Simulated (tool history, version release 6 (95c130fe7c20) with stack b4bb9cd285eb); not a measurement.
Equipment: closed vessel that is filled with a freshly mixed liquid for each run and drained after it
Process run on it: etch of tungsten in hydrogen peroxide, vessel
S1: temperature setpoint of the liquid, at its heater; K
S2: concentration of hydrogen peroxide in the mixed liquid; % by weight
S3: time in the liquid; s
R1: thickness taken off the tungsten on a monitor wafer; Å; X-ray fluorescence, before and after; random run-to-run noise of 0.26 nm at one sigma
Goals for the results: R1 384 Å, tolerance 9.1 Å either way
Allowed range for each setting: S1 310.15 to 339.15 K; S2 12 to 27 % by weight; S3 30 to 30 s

{"run": 1, "hour": 0.0, "S1": 326.15, "S2": 18, "S3": 30, "R1": 281}
{"run": 2, "hour": 8.5, "S1": 327.65, "S2": 18, "S3": 30, "R1": 308.62}
{"run": 3, "hour": 13.0, "S1": 320.65, "S2": 18, "S3": 30, "R1": 203.77}
{"run": 4, "hour": 17.9, "S1": 323.15, "S2": 18, "S3": 30, "R1": 234.35}
{"run": 5, "hour": 18.9, "S1": 323.15, "S2": 20.5, "S3": 30, "R1": 252.59}
{"run": 6, "hour": 20.6, "S1": 323.15, "S2": 22.5, "S3": 30, "R1": 264.22}
{"run": 7, "hour": 25.3, "S1": 324.65, "S2": 22.5, "S3": 30, "R1": 289.69}
{"run": 8, "hour": 31.4, "S1": 325.65, "S2": 22.5, "S3": 30, "R1": 309.01}
{"run": 9, "hour": 35.6, "S1": 326.65, "S2": 22.5, "S3": 30, "R1": 323.47}
{"run": 10, "hour": 38.3, "S1": 330.15, "S2": 22.5, "S3": 30, "R1": 401.49}

Of the 5 settings listed for the next run, only one would bring every result within its allowed miss of target. Which one?
{"run": "A", "hour": 41.0, "S1": 327.65, "S2": 24, "S3": 30, "R1": "?"}
{"run": "B", "hour": 41.0, "S1": 329.15, "S2": 26.5, "S3": 30, "R1": "?"}
{"run": "C", "hour": 41.0, "S1": 329.65, "S2": 21.5, "S3": 30, "R1": "?"}
{"run": "D", "hour": 41.0, "S1": 331.15, "S2": 20.5, "S3": 30, "R1": "?"}
{"run": "E", "hour": 41.0, "S1": 328.15, "S2": 23.5, "S3": 30, "R1": "?"}

move=A R1=358
move=B R1=411.11
move=C R1=381.35
move=D R1=406.51
move=E R1=364.93
A: the result that was furthest off in the last run now lies on the other side of its target
B: lands further from the targets than the last run did
C: all results in spec
D: lands further from the targets than the last run did
E: the result that was furthest off in the last run now lies on the other side of its target
C is the move that brings every result within its allowed miss.

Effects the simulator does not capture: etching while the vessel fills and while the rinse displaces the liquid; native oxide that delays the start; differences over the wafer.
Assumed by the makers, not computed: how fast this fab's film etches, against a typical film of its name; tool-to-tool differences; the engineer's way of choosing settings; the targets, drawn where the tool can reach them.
